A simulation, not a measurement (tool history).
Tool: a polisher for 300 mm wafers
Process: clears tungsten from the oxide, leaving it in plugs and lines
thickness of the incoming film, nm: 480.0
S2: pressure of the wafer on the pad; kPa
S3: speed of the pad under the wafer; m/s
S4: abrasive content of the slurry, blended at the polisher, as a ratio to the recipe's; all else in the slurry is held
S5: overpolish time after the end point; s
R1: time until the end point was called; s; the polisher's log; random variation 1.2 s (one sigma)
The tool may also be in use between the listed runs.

run 1 day=0 | flow_of_slurry_(ml/min)=225 S2=23.4 S3=1.22 S4=1 S5=6 | R1=84.256
run 2 day=0.279 | flow_of_slurry_(ml/min)=225 S2=21.4 S3=1.22 S4=1 S5=6 | R1=92.635
run 3 day=0.388 | flow_of_slurry_(ml/min)=225 S2=21.4 S3=1.22 S4=0.9 S5=6 | R1=96.21
run 4 day=0.592 | flow_of_slurry_(ml/min)=225 S2=21.4 S3=1.22 S4=0.9 S5=6 | R1=94.375
run 5 day=0.746 | flow_of_slurry_(ml/min)=225 S2=20 S3=1.22 S4=0.9 S5=6 | R1=102.64
run 6 day=0.933 | flow_of_slurry_(ml/min)=225 S2=19.3 S3=1.22 S4=0.9 S5=6 | R1=104.66
run 7 day=1.021 | flow_of_slurry_(ml/min)=225 S2=18.6 S3=1.22 S4=0.9 S5=6 | R1=108.61

Run 8 comes next. What will it give?
run 8 day=1.158 | flow_of_slurry_(ml/min)=225 S2=17.9 S3=1.22 S4=0.9 S5=6 | R1=?

Run 8 gave R1 112.61 s.
